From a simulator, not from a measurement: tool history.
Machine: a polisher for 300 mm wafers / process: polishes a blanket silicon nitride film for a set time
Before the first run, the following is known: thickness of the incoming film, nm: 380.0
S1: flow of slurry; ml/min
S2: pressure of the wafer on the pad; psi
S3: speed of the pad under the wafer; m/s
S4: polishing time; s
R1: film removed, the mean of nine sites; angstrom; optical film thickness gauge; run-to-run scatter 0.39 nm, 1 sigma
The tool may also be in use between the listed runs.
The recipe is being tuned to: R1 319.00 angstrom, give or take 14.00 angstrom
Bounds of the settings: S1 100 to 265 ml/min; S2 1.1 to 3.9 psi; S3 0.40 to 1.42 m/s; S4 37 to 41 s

| run | hour | S1 | S2 | S3 | S4 | R1 |
|---|---|---|---|---|---|---|
| 1 | 0.0 | 170 | 2.5 | 0.90 | 41 | 533.89 |
| 2 | 5.3 | 170 | 2.4 | 0.90 | 41 | 518.89 |
| 3 | 8.2 | 170 | 2.3 | 0.90 | 41 | 488.52 |
| 4 | 11.5 | 210 | 2.3 | 0.90 | 41 | 507.18 |
| 5 | 15.8 | 175 | 2.3 | 0.90 | 41 | 486.35 |
| 6 | 24.1 | 175 | 2.2 | 0.90 | 41 | 465.01 |
|  | 32.9 | head pressure recalibrated |
| 7 | 32.9 | 175 | 2.1 | 0.90 | 41 | 414.28 |
| 8 | 37.6 | 170 | 2.1 | 0.90 | 41 | 416.63 |
| 9 | 46.3 | 170 | 2.1 | 0.90 | 41 | 418.31 |
| 10 | 51.7 | 165 | 2.1 | 0.90 | 41 | 408.24 |
| 11 | 56.9 | 160 | 2.1 | 0.90 | 41 | 407.02 |
| 12 | 65.8 | 155 | 2.1 | 0.90 | 41 | 411.65 |
| 13 | 68.5 | 145 | 1.9 | 0.90 | 41 | 363.37 |
| 14 | 71.1 | 140 | 1.8 | 0.90 | 41 | 344.49 |

5 candidate next runs follow, results not yet known. Just one meets every target within its allowed miss. Identify it.
| A | 73.7 | 125 | 1.8 | 1.18 | 41 | ? |
| B | 73.7 | 120 | 1.9 | 0.90 | 41 | ? |
| C | 73.7 | 125 | 2.0 | 1.04 | 37 | ? |
| D | 73.7 | 145 | 1.8 | 0.96 | 37 | ? |
| E | 73.7 | 150 | 2.0 | 0.98 | 39 | ? |

| move | R1 |
|---|---|
| A | 398.16 |
| B | 353.80 |
| C | 368.51 |
| D | 328.42 |
| E | 390.30 |
A: the biggest miss grows against the last run
B: the biggest miss grows against the last run
C: the biggest miss grows against the last run
D: hits every target within its allowed miss
E: the biggest miss grows against the last run
Go with D: it meets all targets.
